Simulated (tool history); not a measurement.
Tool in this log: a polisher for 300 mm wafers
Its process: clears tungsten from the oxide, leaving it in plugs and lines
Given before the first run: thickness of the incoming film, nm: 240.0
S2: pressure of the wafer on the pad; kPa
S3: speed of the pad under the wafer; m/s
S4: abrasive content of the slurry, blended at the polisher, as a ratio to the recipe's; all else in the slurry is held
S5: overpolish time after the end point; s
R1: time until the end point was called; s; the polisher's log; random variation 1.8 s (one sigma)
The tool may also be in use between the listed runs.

Run 1, day 0.000: flow of slurry (ml/min) 135, S2 18.6 kPa, S3 1.24 m/s, S4 1.00, S5 27 s. Result: R1 51.384 s.
Run 2, day 0.346: flow of slurry (ml/min) 135, S2 17.2 kPa, S3 1.24 m/s, S4 1.00, S5 27 s. Result: R1 55.282 s.
Run 3, day 0.383: flow of slurry (ml/min) 135, S2 15.9 kPa, S3 1.20 m/s, S4 1.00, S5 27 s. Result: R1 60.192 s.
Run 4, day 0.450: flow of slurry (ml/min) 135, S2 15.9 kPa, S3 1.40 m/s, S4 1.00, S5 27 s. Result: R1 54.102 s.
Run 5, day 0.612: flow of slurry (ml/min) 135, S2 14.5 kPa, S3 1.32 m/s, S4 1.00, S5 27 s. Result: R1 58.919 s.
Run 6, day 0.883: flow of slurry (ml/min) 135, S2 14.5 kPa, S3 1.56 m/s, S4 1.00, S5 27 s. Result: R1 52.383 s.
Run 7, day 1.079: flow of slurry (ml/min) 130, S2 13.8 kPa, S3 1.44 m/s, S4 1.00, S5 27 s. Result: R1 57.508 s.
Run 8, day 1.342: flow of slurry (ml/min) 130, S2 13.1 kPa, S3 1.34 m/s, S4 1.00, S5 27 s. Result: R1 66.144 s.
Run 9, day 1.554: flow of slurry (ml/min) 125, S2 12.4 kPa, S3 1.30 m/s, S4 1.00, S5 27 s. Result: R1 72.242 s.
Run 10, day 1.896: flow of slurry (ml/min) 120, S2 11.7 kPa, S3 1.28 m/s, S4 1.00, S5 27 s. Result: R1 75.676 s.

For run 11, what comes out?
Run 11, day 2.004: flow of slurry (ml/min) 115, S2 9.0 kPa, S3 1.06 m/s, S4 0.95, S5 27 s. Result: R1 ?.

{"run 11": {"R1": 114.99}}
